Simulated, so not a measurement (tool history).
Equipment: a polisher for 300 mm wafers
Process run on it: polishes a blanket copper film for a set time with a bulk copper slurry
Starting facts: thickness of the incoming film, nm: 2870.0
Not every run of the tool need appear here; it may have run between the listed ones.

run,day,flow of slurry (ml/min),pressure of the wafer on the pad (kPa),speed of the pad under the wafer (cm/s),abrasive content of the slurry,polishing time (s),film removed (Å)
1,0.000,290,17.2,112,1.0,80,6068.7
2,0.088,290,17.2,112,1.1,80,6214.2
3,0.129,290,17.9,112,1.1,80,6498.2
4,0.421,290,18.6,112,1.1,80,6593.0
5,0.758,290,22.1,112,1.1,80,7701.3
6,0.929,290,22.8,112,1.1,80,7945.3

The next listed run, before its measurement:
7,1.208,290,23.4,112,1.1,80,?

film removed (Å): 8019.8
